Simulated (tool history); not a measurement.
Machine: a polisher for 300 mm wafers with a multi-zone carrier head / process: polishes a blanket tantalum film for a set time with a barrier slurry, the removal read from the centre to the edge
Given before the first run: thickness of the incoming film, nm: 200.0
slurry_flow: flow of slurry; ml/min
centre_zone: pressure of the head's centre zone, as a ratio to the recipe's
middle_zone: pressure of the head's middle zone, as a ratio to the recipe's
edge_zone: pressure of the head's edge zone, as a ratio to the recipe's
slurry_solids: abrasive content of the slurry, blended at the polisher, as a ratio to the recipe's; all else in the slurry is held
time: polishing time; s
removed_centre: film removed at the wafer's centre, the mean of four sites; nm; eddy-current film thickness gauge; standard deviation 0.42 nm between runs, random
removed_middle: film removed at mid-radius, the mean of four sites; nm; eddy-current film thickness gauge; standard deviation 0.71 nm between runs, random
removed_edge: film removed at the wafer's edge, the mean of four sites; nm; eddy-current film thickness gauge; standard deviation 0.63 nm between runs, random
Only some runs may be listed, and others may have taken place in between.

{"run": 1, "hour": 0.0, "slurry_flow": 255, "centre_zone": 1.0, "middle_zone": 1.0, "edge_zone": 1.0, "slurry_solids": 1.0, "time": 35, "removed_centre": 81.857, "removed_middle": 75.414, "removed_edge": 74.798}
{"run": 2, "hour": 3.4, "slurry_flow": 255, "centre_zone": 1.0, "middle_zone": 1.07, "edge_zone": 1.0, "slurry_solids": 1.0, "time": 35, "removed_centre": 82.648, "removed_middle": 80.177, "removed_edge": 73.813}
{"run": 3, "hour": 5.1, "slurry_flow": 315, "centre_zone": 1.0, "middle_zone": 1.07, "edge_zone": 1.0, "slurry_solids": 1.0, "time": 35, "removed_centre": 84.199, "removed_middle": 81.745, "removed_edge": 75.646}
{"run": 4, "hour": 7.5, "slurry_flow": 305, "centre_zone": 0.97, "middle_zone": 1.06, "edge_zone": 0.99, "slurry_solids": 1.0, "time": 35, "removed_centre": 81.019, "removed_middle": 79.732, "removed_edge": 75.955}
{"run": 5, "hour": 9.7, "slurry_flow": 295, "centre_zone": 0.95, "middle_zone": 1.07, "edge_zone": 0.97, "slurry_solids": 1.0, "time": 35, "removed_centre": 80.922, "removed_middle": 80.773, "removed_edge": 73.362}
{"run": 6, "hour": 15.7, "slurry_flow": 340, "centre_zone": 0.95, "middle_zone": 1.07, "edge_zone": 0.97, "slurry_solids": 1.0, "time": 35, "removed_centre": 81.583, "removed_middle": 82.717, "removed_edge": 74.589}
{"run": 7, "hour": 22.9, "slurry_flow": 330, "centre_zone": 0.93, "middle_zone": 1.07, "edge_zone": 0.97, "slurry_solids": 1.0, "time": 35, "removed_centre": 79.646, "removed_middle": 81.27, "removed_edge": 74.323}
{"run": 8, "hour": 27.6, "slurry_flow": 320, "centre_zone": 0.91, "middle_zone": 1.07, "edge_zone": 0.97, "slurry_solids": 1.0, "time": 35, "removed_centre": 77.86, "removed_middle": 81.159, "removed_edge": 74.501}
{"run": 9, "hour": 33.2, "slurry_flow": 310, "centre_zone": 0.89, "middle_zone": 1.07, "edge_zone": 0.96, "slurry_solids": 1.0, "time": 35, "removed_centre": 74.981, "removed_middle": 81.261, "removed_edge": 73.075}

Estimate the outcome of run 10 from the log above:
{"hour": 34.4, "done": "centre zone pressure recalibrated"}
{"run": 10, "hour": 34.4, "slurry_flow": 240, "centre_zone": 0.85, "middle_zone": 1.03, "edge_zone": 0.97, "slurry_solids": 1.0, "time": 35, "removed_centre": "?", "removed_middle": "?", "removed_edge": "?"}

removed_centre: 64.663 nm
removed_middle: 75.589 nm
removed_edge: 71.880 nm
